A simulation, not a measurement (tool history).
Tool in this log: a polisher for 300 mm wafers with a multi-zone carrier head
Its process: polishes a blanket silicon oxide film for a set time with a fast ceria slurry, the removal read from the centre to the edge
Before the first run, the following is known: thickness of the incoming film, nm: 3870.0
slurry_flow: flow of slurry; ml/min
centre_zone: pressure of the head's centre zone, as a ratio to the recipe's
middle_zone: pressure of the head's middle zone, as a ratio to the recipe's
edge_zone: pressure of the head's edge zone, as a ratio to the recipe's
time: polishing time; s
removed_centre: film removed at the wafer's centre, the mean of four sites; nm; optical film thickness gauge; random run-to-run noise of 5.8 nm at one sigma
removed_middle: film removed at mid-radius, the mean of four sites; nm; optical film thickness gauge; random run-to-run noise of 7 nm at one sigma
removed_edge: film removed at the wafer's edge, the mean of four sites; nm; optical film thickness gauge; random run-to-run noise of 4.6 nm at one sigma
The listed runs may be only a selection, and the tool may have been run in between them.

run  hour  slurry_flow  centre_zone  middle_zone  edge_zone  time  removed_centre  removed_middle  removed_edge
  1   0.0          305         1.00         1.00       1.00    54          957.07          969.71        956.69
  2   5.7          305         1.06         1.00       1.00    54         1008.80          948.99        947.16
  3  12.5          305         1.06         0.94       1.00    54          987.72          890.48        964.13
  4  19.3          305         1.06         0.94       1.08    54         1010.30          894.66       1001.80
  5  26.5          305         1.14         0.94       1.08    54         1075.00          910.28        987.32
  6  33.8          340         1.14         0.94       1.08    54         1093.40          896.98       1002.00
  7  40.1          320         1.09         0.95       1.05    49          935.75          831.50        889.74
  8  42.3          310         1.05         0.95       1.02    45          823.54          754.22        811.47
  9  47.2          310         0.95         1.05       0.92    30          494.64          542.26        511.24
 10  54.6          310         0.95         1.06       0.95    30          505.33          548.39        518.38

What does the tool deliver on the next run?
 11  63.0          310         0.94         1.06       0.97    30               ?               ?             ?

removed_centre: 498.76 nm
removed_middle: 554.44 nm
removed_edge: 523.07 nm

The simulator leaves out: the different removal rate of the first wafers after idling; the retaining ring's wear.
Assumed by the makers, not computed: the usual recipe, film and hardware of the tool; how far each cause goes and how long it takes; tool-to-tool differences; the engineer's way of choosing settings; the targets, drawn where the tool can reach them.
